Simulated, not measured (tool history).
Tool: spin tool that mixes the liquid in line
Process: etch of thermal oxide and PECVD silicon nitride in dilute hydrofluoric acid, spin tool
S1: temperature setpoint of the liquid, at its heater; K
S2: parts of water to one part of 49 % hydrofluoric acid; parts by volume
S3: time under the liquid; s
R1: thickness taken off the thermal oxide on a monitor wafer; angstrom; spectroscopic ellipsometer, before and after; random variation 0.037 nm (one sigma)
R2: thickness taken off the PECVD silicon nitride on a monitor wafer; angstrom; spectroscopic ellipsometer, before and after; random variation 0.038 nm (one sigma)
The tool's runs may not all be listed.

{"run": 1, "hour": 0.0, "S1": 299.15, "S2": 160, "S3": 180, "R1": 53.508, "R2": 56.328}
{"run": 2, "hour": 8.6, "S1": 300.65, "S2": 170, "S3": 185, "R1": 54.195, "R2": 60.057}
{"run": 3, "hour": 16.5, "S1": 301.65, "S2": 180, "S3": 190, "R1": 54.148, "R2": 62.027}
{"run": 4, "hour": 19.0, "S1": 301.65, "S2": 160, "S3": 190, "R1": 61.615, "R2": 69.608}
{"run": 5, "hour": 20.7, "S1": 301.65, "S2": 215, "S3": 190, "R1": 42.994, "R2": 51.262}
{"run": 6, "hour": 27.2, "S1": 299.15, "S2": 215, "S3": 190, "R1": 39.242, "R2": 43.857}
{"run": 7, "hour": 30.0, "S1": 300.65, "S2": 215, "S3": 190, "R1": 41.354, "R2": 48.387}
{"run": 8, "hour": 35.2, "S1": 301.65, "S2": 215, "S3": 190, "R1": 43.296, "R2": 51.795}
{"run": 9, "hour": 36.7, "S1": 302.65, "S2": 215, "S3": 190, "R1": 44.179, "R2": 54.207}
{"run": 10, "hour": 40.6, "S1": 303.65, "S2": 215, "S3": 190, "R1": 46.054, "R2": 58.149}
{"run": 11, "hour": 46.8, "S1": 304.15, "S2": 215, "S3": 190, "R1": 46.742, "R2": 60.542}

Run 12 comes next. What will it give?
{"run": 12, "hour": 47.5, "S1": 304.65, "S2": 215, "S3": 190, "R1": "?", "R2": "?"}

Run 12 gave R1 47.559 angstrom, R2 61.661 angstrom.

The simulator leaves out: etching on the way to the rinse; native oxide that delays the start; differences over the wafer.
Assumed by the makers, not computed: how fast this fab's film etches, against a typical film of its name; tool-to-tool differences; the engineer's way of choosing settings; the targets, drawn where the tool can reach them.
